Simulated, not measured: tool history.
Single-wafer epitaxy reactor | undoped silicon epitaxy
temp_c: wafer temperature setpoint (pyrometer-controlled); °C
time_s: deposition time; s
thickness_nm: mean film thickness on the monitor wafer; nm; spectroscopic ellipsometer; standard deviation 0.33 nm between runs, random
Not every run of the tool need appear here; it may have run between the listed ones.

run  hour  temp_c  time_s  thickness_nm
  1     0     670     318        85.878
  2   1.1     664     318        74.098
  3   9.7     662     318        70.306
  4  11.8     662     275        60.323
  5  19.6     663     275        62.459
  6    22     671     275        75.134
  7  22.7     669     275        72.332

Predict the results of run 8:
  8  29.1     668     275             ?

Run 8 came out at thickness_nm 70.431 nm.

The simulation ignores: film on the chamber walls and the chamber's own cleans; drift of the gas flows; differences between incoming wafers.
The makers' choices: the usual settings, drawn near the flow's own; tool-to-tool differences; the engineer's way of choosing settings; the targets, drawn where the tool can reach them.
